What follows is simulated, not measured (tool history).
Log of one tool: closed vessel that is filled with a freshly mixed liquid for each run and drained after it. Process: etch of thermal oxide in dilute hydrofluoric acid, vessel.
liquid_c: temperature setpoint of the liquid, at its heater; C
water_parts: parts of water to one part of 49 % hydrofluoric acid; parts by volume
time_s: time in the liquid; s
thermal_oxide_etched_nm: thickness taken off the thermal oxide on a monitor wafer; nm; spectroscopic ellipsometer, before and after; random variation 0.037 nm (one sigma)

| run | hour | liquid_c | water_parts | time_s | thermal_oxide_etched_nm |
|---|---|---|---|---|---|
| 1 | 0.0 | 22.0 | 160 | 480 | 11.374 |
| 2 | 7.3 | 22.0 | 160 | 480 | 11.504 |
| 3 | 9.7 | 24.5 | 160 | 480 | 12.503 |
| 4 | 18.9 | 22.5 | 160 | 480 | 11.638 |
| 5 | 24.5 | 21.0 | 160 | 480 | 10.990 |
| 6 | 29.8 | 20.0 | 160 | 480 | 10.483 |
| 7 | 31.7 | 19.5 | 160 | 480 | 10.235 |

The next listed run, before its measurement:
| 8 | 38.0 | 19.0 | 160 | 480 | ? |

{"run 8": {"thermal_oxide_etched_nm": 10.132}}
